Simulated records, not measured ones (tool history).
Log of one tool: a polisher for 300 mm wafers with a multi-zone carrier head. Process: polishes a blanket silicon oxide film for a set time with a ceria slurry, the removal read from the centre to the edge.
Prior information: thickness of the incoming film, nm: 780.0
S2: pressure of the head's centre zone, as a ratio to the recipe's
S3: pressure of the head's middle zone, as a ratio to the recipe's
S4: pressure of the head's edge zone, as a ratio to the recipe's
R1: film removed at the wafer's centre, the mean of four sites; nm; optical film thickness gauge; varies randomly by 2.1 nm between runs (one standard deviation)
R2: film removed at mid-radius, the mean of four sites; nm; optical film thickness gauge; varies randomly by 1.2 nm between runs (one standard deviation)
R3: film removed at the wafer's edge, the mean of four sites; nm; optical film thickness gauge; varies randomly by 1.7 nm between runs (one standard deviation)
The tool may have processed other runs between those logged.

{"run": 1, "hour": 0.0, "flow of slurry (ml/min)": 200, "S2": 1, "S3": 1, "S4": 1, "polishing time (s)": 33, "R1": 180.47, "R2": 175.87, "R3": 181.57}
{"run": 2, "hour": 0.8, "flow of slurry (ml/min)": 235, "S2": 1, "S3": 1, "S4": 1, "polishing time (s)": 33, "R1": 185.96, "R2": 183.14, "R3": 182.14}
{"run": 3, "hour": 7.1, "flow of slurry (ml/min)": 230, "S2": 0.98, "S3": 0.98, "S4": 0.99, "polishing time (s)": 32, "R1": 175.86, "R2": 172.9, "R3": 179.27}
{"run": 4, "hour": 12.8, "flow of slurry (ml/min)": 225, "S2": 0.97, "S3": 0.97, "S4": 0.98, "polishing time (s)": 31, "R1": 169.6, "R2": 165.33, "R3": 169.31}
{"run": 5, "hour": 15.0, "flow of slurry (ml/min)": 215, "S2": 0.95, "S3": 0.96, "S4": 0.98, "polishing time (s)": 31, "R1": 164.14, "R2": 161.08, "R3": 169.17}
{"run": 6, "hour": 16.9, "flow of slurry (ml/min)": 215, "S2": 0.95, "S3": 1.01, "S4": 0.98, "polishing time (s)": 31, "R1": 161.66, "R2": 168.06, "R3": 165.2}
{"run": 7, "hour": 21.0, "flow of slurry (ml/min)": 205, "S2": 0.94, "S3": 1, "S4": 0.98, "polishing time (s)": 31, "R1": 163.69, "R2": 168.03, "R3": 168.97}

Run 8 is up next; what results do you expect?
{"run": 8, "hour": 23.6, "flow of slurry (ml/min)": 200, "S2": 0.92, "S3": 0.98, "S4": 0.97, "polishing time (s)": 31, "R1": "?", "R2": "?", "R3": "?"}

{"run 8": {"R1": 162.02, "R2": 160.86, "R3": 170.92}}
